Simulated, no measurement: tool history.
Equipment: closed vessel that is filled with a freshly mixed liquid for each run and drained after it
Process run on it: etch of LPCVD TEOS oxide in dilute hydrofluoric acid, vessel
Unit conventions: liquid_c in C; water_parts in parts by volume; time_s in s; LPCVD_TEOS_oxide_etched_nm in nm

run  hour  liquid_c  water_parts  time_s  LPCVD_TEOS_oxide_etched_nm
  1   0.0      24.0           95      70                      21.338
  2   6.6      24.0           75      70                      27.596
  3   8.1      23.0           80      70                      24.778
  4  12.6      23.0           80      50                      17.716
  5  18.8      22.0           80      50                      16.800
  6  26.9      21.5           80      50                      16.434

Run 7, settings as shown, results not yet in. Your forecast:
  7  33.3      21.0           80      50                           ?

{"run 7": {"LPCVD_TEOS_oxide_etched_nm": 16.453}}
